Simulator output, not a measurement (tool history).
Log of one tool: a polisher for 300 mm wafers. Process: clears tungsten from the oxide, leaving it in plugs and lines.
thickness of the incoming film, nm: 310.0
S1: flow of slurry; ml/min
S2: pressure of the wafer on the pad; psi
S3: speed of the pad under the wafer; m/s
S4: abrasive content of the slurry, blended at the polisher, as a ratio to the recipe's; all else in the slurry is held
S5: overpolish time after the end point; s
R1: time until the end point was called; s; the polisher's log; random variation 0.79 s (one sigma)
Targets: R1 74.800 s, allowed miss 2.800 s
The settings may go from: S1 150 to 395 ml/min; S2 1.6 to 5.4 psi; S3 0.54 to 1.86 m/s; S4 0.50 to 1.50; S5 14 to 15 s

Run 1, hour 0.0: S1 250 ml/min, S2 3.5 psi, S3 1.18 m/s, S4 1.00, S5 14 s. Result: R1 54.088 s.
Run 2, hour 2.0: S1 250 ml/min, S2 3.5 psi, S3 1.18 m/s, S4 1.00, S5 15 s. Result: R1 53.689 s.
Run 3, hour 6.0: S1 250 ml/min, S2 3.5 psi, S3 1.18 m/s, S4 0.90, S5 15 s. Result: R1 53.952 s.
Run 4, hour 12.9: S1 250 ml/min, S2 3.5 psi, S3 1.18 m/s, S4 0.75, S5 15 s. Result: R1 56.488 s.
Run 5, hour 15.0: S1 250 ml/min, S2 3.3 psi, S3 1.18 m/s, S4 0.75, S5 15 s. Result: R1 58.769 s.
Run 6, hour 16.6: S1 250 ml/min, S2 3.3 psi, S3 1.28 m/s, S4 0.75, S5 15 s. Result: R1 55.365 s.
Run 7, hour 25.2: S1 250 ml/min, S2 3.1 psi, S3 1.28 m/s, S4 0.75, S5 15 s. Result: R1 57.549 s.
Run 8, hour 33.3: S1 250 ml/min, S2 2.9 psi, S3 1.28 m/s, S4 0.75, S5 15 s. Result: R1 59.455 s.
At hour 37.1: slurry blender recalibrated.
Run 9, hour 37.1: S1 250 ml/min, S2 2.7 psi, S3 1.28 m/s, S4 0.75, S5 15 s. Result: R1 59.183 s.
Run 10, hour 38.3: S1 250 ml/min, S2 2.7 psi, S3 1.28 m/s, S4 0.75, S5 15 s. Result: R1 57.664 s.
Run 11, hour 41.5: S1 250 ml/min, S2 2.6 psi, S3 1.24 m/s, S4 0.75, S5 15 s. Result: R1 61.564 s.
Run 12, hour 45.1: S1 250 ml/min, S2 2.4 psi, S3 1.22 m/s, S4 0.75, S5 15 s. Result: R1 65.942 s.
Run 13, hour 52.9: S1 250 ml/min, S2 2.3 psi, S3 1.22 m/s, S4 0.75, S5 15 s. Result: R1 67.906 s.
Run 14, hour 56.9: S1 250 ml/min, S2 2.2 psi, S3 1.22 m/s, S4 0.75, S5 15 s. Result: R1 68.135 s.
Run 15, hour 57.5: S1 250 ml/min, S2 2.1 psi, S3 1.22 m/s, S4 0.75, S5 15 s. Result: R1 69.333 s.

Which of these 4 next moves meets every target?
Run A, hour 58.1: S1 260 ml/min, S2 2.2 psi, S3 1.22 m/s, S4 0.65, S5 15 s. Result: R1 ?.
Run B, hour 58.1: S1 195 ml/min, S2 2.2 psi, S3 1.10 m/s, S4 0.90, S5 14 s. Result: R1 ?.
Run C, hour 58.1: S1 235 ml/min, S2 2.3 psi, S3 1.20 m/s, S4 0.85, S5 15 s. Result: R1 ?.
Run D, hour 58.1: S1 280 ml/min, S2 1.7 psi, S3 1.12 m/s, S4 0.85, S5 15 s. Result: R1 ?.

move      R1
   A  69.494
   B  74.839
   C  66.682
   D  81.550
A: as far off as the last run
B: meets every target
C: further off than the last run
D: takes the result that was furthest off past its target
Answer: B
